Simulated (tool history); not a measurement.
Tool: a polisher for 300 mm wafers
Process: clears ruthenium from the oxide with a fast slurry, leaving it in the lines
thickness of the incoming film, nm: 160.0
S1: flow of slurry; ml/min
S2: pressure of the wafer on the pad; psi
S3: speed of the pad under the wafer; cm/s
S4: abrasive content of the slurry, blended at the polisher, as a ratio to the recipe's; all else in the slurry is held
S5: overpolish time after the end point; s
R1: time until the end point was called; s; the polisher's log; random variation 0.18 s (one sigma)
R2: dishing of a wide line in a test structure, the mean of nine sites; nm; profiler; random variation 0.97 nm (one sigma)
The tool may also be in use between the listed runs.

run 1 hour=0 | S1=120 S2=3.2 S3=100 S4=1 S5=17 | R1=26.126 R2=54.506
run 2 hour=0.7 | S1=120 S2=3.2 S3=116 S4=1 S5=17 | R1=23.16 R2=57.75
run 3 hour=2.7 | S1=125 S2=3.2 S3=116 S4=1 S5=17 | R1=22.621 R2=57.229
run 4 hour=5 | S1=130 S2=3.2 S3=116 S4=1 S5=18 | R1=22.801 R2=58.149
run 5 hour=9.7 | S1=130 S2=3.2 S3=94 S4=1 S5=18 | R1=27.107 R2=54.76
run 6 hour=14.5 | S1=130 S2=3.2 S3=94 S4=1 S5=14 | R1=27.492 R2=49.182
run 7 hour=17.5 | S1=130 S2=3.4 S3=94 S4=1 S5=15 | R1=25.39 R2=51.608

Forecast run 8:
run 8 hour=23.7 | S1=130 S2=3.5 S3=94 S4=1 S5=16 | R1=? R2=?

R1: 24.85 s
R2: 53.083 nm

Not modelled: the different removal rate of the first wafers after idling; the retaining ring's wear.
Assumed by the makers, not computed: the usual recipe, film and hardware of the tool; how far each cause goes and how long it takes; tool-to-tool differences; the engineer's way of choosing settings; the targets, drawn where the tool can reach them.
